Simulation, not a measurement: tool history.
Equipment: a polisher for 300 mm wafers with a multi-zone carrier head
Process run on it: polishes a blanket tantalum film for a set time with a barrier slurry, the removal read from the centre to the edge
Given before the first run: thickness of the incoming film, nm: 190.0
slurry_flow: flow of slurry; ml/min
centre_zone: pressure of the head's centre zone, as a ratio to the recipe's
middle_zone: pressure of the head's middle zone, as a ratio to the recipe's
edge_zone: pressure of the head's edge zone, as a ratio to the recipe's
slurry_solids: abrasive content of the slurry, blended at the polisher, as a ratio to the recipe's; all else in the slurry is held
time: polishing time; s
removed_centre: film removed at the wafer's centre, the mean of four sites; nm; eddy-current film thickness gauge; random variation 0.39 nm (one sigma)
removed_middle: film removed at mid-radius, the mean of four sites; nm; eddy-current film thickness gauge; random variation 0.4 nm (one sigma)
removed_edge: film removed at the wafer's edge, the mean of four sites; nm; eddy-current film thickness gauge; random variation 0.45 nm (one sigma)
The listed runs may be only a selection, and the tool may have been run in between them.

{"run": 1, "day": 0.0, "slurry_flow": 140, "centre_zone": 1, "middle_zone": 1, "edge_zone": 1, "slurry_solids": 1, "time": 44, "removed_centre": 54.511, "removed_middle": 57.562, "removed_edge": 55.245}
{"run": 2, "day": 0.275, "slurry_flow": 140, "centre_zone": 1, "middle_zone": 1, "edge_zone": 1, "slurry_solids": 0.8, "time": 44, "removed_centre": 50.21, "removed_middle": 52.592, "removed_edge": 51.077}
{"run": 3, "day": 0.567, "slurry_flow": 140, "centre_zone": 1, "middle_zone": 1, "edge_zone": 1, "slurry_solids": 0.8, "time": 38, "removed_centre": 43.631, "removed_middle": 45.494, "removed_edge": 44.435}
{"run": 4, "day": 0.712, "slurry_flow": 140, "centre_zone": 1, "middle_zone": 1, "edge_zone": 1.04, "slurry_solids": 0.8, "time": 38, "removed_centre": 44.165, "removed_middle": 45.692, "removed_edge": 45.511}
{"run": 5, "day": 0.767, "slurry_flow": 140, "centre_zone": 1, "middle_zone": 0.99, "edge_zone": 1.03, "slurry_solids": 0.75, "time": 37, "removed_centre": 40.779, "removed_middle": 43.357, "removed_edge": 43.061}
{"run": 6, "day": 1.025, "slurry_flow": 140, "centre_zone": 1, "middle_zone": 0.99, "edge_zone": 1.03, "slurry_solids": 0.75, "time": 45, "removed_centre": 51.067, "removed_middle": 51.321, "removed_edge": 52.482}
{"run": 7, "day": 1.338, "slurry_flow": 140, "centre_zone": 1, "middle_zone": 0.98, "edge_zone": 1.02, "slurry_solids": 0.7, "time": 43, "removed_centre": 47.828, "removed_middle": 48.489, "removed_edge": 49.143}
{"run": 8, "day": 1.438, "slurry_flow": 140, "centre_zone": 1, "middle_zone": 0.97, "edge_zone": 1.01, "slurry_solids": 0.7, "time": 41, "removed_centre": 46.213, "removed_middle": 45.57, "removed_edge": 45.912}
{"run": 9, "day": 1.633, "slurry_flow": 135, "centre_zone": 0.99, "middle_zone": 0.96, "edge_zone": 1, "slurry_solids": 0.7, "time": 40, "removed_centre": 43.744, "removed_middle": 43.978, "removed_edge": 44.833}
{"run": 10, "day": 1.729, "slurry_flow": 140, "centre_zone": 1.02, "middle_zone": 0.93, "edge_zone": 0.93, "slurry_solids": 0.5, "time": 28, "removed_centre": 26.504, "removed_middle": 25.444, "removed_edge": 25.444}
{"run": 11, "day": 2.1, "slurry_flow": 140, "centre_zone": 1.02, "middle_zone": 0.93, "edge_zone": 0.94, "slurry_solids": 0.5, "time": 28, "removed_centre": 26.312, "removed_middle": 25.359, "removed_edge": 25.542}

The next listed run, before its measurement:
{"run": 12, "day": 2.196, "slurry_flow": 140, "centre_zone": 1.02, "middle_zone": 0.93, "edge_zone": 0.95, "slurry_solids": 0.5, "time": 28, "removed_centre": "?", "removed_middle": "?", "removed_edge": "?"}

Run 12 produced removed_centre 26.258 nm, removed_middle 24.962 nm, removed_edge 26.814 nm.
